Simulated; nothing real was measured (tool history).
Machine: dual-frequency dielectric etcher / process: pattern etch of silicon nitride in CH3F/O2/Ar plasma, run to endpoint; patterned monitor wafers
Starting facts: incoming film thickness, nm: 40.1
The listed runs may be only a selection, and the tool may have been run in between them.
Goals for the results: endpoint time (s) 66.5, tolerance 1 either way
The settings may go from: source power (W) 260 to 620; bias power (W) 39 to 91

| run | hour | source power (W) | bias power (W) | endpoint time (s) |
|---|---|---|---|---|
| 1 | 0 | 440 | 65 | 57.036 |
| 2 | 8.4 | 420 | 65 | 58.478 |
| 3 | 17 | 410 | 65 | 59.448 |
| 4 | 18 | 400 | 65 | 59.427 |
| 5 | 26.7 | 390 | 65 | 60.623 |
|  | 32.3 | bias power generator calibrated |
| 6 | 32.3 | 390 | 59 | 61.58 |
| 7 | 37.9 | 380 | 59 | 62.338 |
| 8 | 43.8 | 300 | 58 | 69.755 |
| 9 | 49.5 | 320 | 58 | 68.266 |

Pick the move, out of 5, that brings all results within their allowed miss; only one does.
| A | 55.2 | 330 | 59 | ? |
| B | 55.2 | 330 | 65 | ? |
| C | 55.2 | 310 | 56 | ? |
| D | 55.2 | 380 | 41 | ? |
| E | 55.2 | 380 | 53 | ? |

| move | endpoint time (s) |
|---|---|
| A | 66.297 |
| B | 64.396 |
| C | 69.471 |
| D | 68.358 |
| E | 63.813 |
A: each result inside its tolerance
B: the result that was furthest off in the last run now lies on the other side of its target
C: further off than the last run
D: further off than the last run
E: the result that was furthest off in the last run now lies on the other side of its target
Correct choice: A, which meets every target
